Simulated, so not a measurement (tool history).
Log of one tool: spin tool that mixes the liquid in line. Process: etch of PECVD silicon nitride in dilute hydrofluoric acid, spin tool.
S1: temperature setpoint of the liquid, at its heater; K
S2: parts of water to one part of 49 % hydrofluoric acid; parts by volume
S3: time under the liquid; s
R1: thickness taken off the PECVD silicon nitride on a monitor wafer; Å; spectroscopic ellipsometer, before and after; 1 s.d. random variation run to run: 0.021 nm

| run | hour | S1 | S2 | S3 | R1 |
|---|---|---|---|---|---|
| 1 | 0 | 295.15 | 265 | 85 | 15.176 |
| 2 | 1.8 | 296.15 | 265 | 85 | 16.368 |
| 3 | 6.7 | 296.15 | 265 | 65 | 12.664 |
| 4 | 8.6 | 299.65 | 265 | 65 | 15.226 |
| 5 | 9.5 | 301.65 | 265 | 65 | 17.136 |
| 6 | 15.6 | 301.65 | 265 | 65 | 17.441 |
| 7 | 21.3 | 302.15 | 255 | 65 | 18.442 |
| 8 | 29.1 | 302.15 | 245 | 65 | 18.955 |
| 9 | 33.5 | 302.15 | 245 | 65 | 19.091 |
| 10 | 35.4 | 302.15 | 240 | 65 | 19.975 |
| 11 | 37.5 | 302.15 | 235 | 65 | 20.449 |

Predict the results of run 12:
| 12 | 45.9 | 302.15 | 230 | 65 | ? |

{"run 12": {"R1": 20.51}}
